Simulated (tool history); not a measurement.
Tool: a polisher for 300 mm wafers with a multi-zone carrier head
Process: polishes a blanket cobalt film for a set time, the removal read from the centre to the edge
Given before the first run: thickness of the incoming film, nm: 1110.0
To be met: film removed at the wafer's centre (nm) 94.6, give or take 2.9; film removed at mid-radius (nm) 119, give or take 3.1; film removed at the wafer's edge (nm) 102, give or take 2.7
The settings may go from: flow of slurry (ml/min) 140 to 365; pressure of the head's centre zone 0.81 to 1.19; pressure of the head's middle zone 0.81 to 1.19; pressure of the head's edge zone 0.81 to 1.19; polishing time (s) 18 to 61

run,hour,flow of slurry (ml/min),pressure of the head's centre zone,pressure of the head's middle zone,pressure of the head's edge zone,polishing time (s),film removed at the wafer's centre (nm),film removed at mid-radius (nm),film removed at the wafer's edge (nm)
1,0,235,1,1,1,39,121.7,119.07,118.27
2,5.3,235,1,1.07,1,39,122.83,124.56,120.09
3,9.4,180,1,1.07,1,39,116.8,117.81,116.06
4,13.6,175,0.95,1.1,0.94,38,105.24,118.52,108.15
5,19.5,165,0.93,1.11,0.92,38,104.26,117.61,107.22
6,25.5,165,0.93,1.11,0.92,46,126.19,143.3,129.26
7,32,170,0.9,1.11,0.89,44,116.5,135.13,123.47
8,34,165,0.89,1.13,0.87,42,107.53,130.64,114.22

Which single option among these 5 for the next run brings every result within its allowed miss of target? Just one does.
A,36,175,0.87,1.15,0.88,37,?,?,?
B,36,180,0.95,1.19,0.91,33,?,?,?
C,36,195,0.95,1.09,1.03,36,?,?,?
D,36,140,0.97,1.17,0.88,38,?,?,?
E,36,155,0.89,1.18,0.81,37,?,?,?

move,film removed at the wafer's centre (nm),film removed at mid-radius (nm),film removed at the wafer's edge (nm)
A,94.672,119.7,101.86
B,92.856,110.5,92.57
C,102.86,113.36,108.39
D,102.55,118.62,100.88
E,94.145,119.31,96.337
A: in spec on every target
B: the result that was furthest off in the last run now lies on the other side of its target
C: nearer the targets than the last run, but a result is still out of spec
D: meets the target for the result that was furthest off, but another lies outside its allowed miss
E: the result that was furthest off in the last run now lies on the other side of its target
So the answer is move A, the one that meets all the targets.
